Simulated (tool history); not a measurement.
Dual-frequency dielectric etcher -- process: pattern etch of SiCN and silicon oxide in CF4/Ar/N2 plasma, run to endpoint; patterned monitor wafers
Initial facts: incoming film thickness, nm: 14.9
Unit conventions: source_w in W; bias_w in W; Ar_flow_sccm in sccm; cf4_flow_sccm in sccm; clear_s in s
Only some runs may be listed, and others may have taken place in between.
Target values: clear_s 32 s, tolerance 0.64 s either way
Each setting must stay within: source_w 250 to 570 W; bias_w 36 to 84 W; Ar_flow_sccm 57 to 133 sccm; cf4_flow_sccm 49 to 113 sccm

Run 1, hour 0: source_w 410 W, bias_w 60 W, Ar_flow_sccm 95 sccm, cf4_flow_sccm 81 sccm. Result: clear_s 22.416 s.
Run 2, hour 1.7: source_w 380 W, bias_w 59 W, Ar_flow_sccm 95 sccm, cf4_flow_sccm 81 sccm. Result: clear_s 24.394 s.
Run 3, hour 7.8: source_w 380 W, bias_w 67 W, Ar_flow_sccm 95 sccm, cf4_flow_sccm 81 sccm. Result: clear_s 23.51 s.
Run 4, hour 16.5: source_w 380 W, bias_w 67 W, Ar_flow_sccm 95 sccm, cf4_flow_sccm 76 sccm. Result: clear_s 23.807 s.
Run 5, hour 23.6: source_w 360 W, bias_w 67 W, Ar_flow_sccm 95 sccm, cf4_flow_sccm 76 sccm. Result: clear_s 25.135 s.
Run 6, hour 32.4: source_w 330 W, bias_w 67 W, Ar_flow_sccm 95 sccm, cf4_flow_sccm 76 sccm. Result: clear_s 27.616 s.
Run 7, hour 35.7: source_w 330 W, bias_w 67 W, Ar_flow_sccm 95 sccm, cf4_flow_sccm 76 sccm. Result: clear_s 27.435 s.
Run 8, hour 42.1: source_w 320 W, bias_w 67 W, Ar_flow_sccm 95 sccm, cf4_flow_sccm 76 sccm. Result: clear_s 28.463 s.
Run 9, hour 47.4: source_w 310 W, bias_w 67 W, Ar_flow_sccm 95 sccm, cf4_flow_sccm 76 sccm. Result: clear_s 29.274 s.
Run 10, hour 55.8: source_w 300 W, bias_w 67 W, Ar_flow_sccm 95 sccm, cf4_flow_sccm 76 sccm. Result: clear_s 30.329 s.
Run 11, hour 59.2: source_w 290 W, bias_w 67 W, Ar_flow_sccm 95 sccm, cf4_flow_sccm 76 sccm. Result: clear_s 31.155 s.

Of the 5 settings listed for the next run, only one would bring every result within its allowed miss of target. Which one?
Run A, hour 62.6: source_w 280 W, bias_w 74 W, Ar_flow_sccm 95 sccm, cf4_flow_sccm 64 sccm. Result: clear_s ?.
Run B, hour 62.6: source_w 270 W, bias_w 65 W, Ar_flow_sccm 104 sccm, cf4_flow_sccm 78 sccm. Result: clear_s ?.
Run C, hour 62.6: source_w 280 W, bias_w 63 W, Ar_flow_sccm 96 sccm, cf4_flow_sccm 76 sccm. Result: clear_s ?.
Run D, hour 62.6: source_w 280 W, bias_w 68 W, Ar_flow_sccm 109 sccm, cf4_flow_sccm 69 sccm. Result: clear_s ?.
Run E, hour 62.6: source_w 310 W, bias_w 64 W, Ar_flow_sccm 93 sccm, cf4_flow_sccm 65 sccm. Result: clear_s ?.

move  clear_s
   A   32.368
   B   34.224
   C   33.108
   D   33.329
   E   30.348
A: meets every target
B: pushes the last run's worst result past its target
C: pushes the last run's worst result past its target
D: pushes the last run's worst result past its target
E: the biggest miss grows against the last run
A meets every target.
